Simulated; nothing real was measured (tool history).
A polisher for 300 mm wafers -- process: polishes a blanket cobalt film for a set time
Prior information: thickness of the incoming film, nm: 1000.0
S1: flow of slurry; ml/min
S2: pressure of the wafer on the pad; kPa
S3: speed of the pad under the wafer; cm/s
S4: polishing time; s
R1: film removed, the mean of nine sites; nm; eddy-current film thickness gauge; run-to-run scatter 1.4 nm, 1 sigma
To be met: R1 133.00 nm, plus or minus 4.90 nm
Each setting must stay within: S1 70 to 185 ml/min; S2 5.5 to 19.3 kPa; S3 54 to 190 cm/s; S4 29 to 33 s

run    day   S1    S2   S3  S4      R1
  1  0.000  120  12.4  122  33  146.83
  2  0.025  120  12.4  146  33  169.47
  3  0.308  115  11.7  146  33  164.03
  4  0.617  135  11.7  146  33  163.59
  5  0.725  135  11.7  146  33  165.75
  6  1.054  135  11.0  146  33  159.64
  7  1.100  110   9.0  144  33  123.92
  8  1.212  115   9.0  144  33  123.70
  9  1.417  120   9.0  144  33  127.04

Exactly one of the 5 candidate moves below puts every result within its allowed miss. Which one?
  A  1.621  115   9.0  172  32   ?
  B  1.621  135   9.7  136  31   ?
  C  1.621  120   9.7  140  33   ?
  D  1.621  130   9.7  168  30   ?
  E  1.621   90  15.2  112  32   ?

move      R1
   A  145.49
   B  123.92
   C  132.07
   D  146.13
   E  142.89
A: moves the result that the last run missed by most past its target, out the other side
B: lands further from the targets than the last run did
C: every result lands within tolerance
D: moves the result that the last run missed by most past its target, out the other side
E: moves the result that the last run missed by most past its target, out the other side
Move C is the one to make.
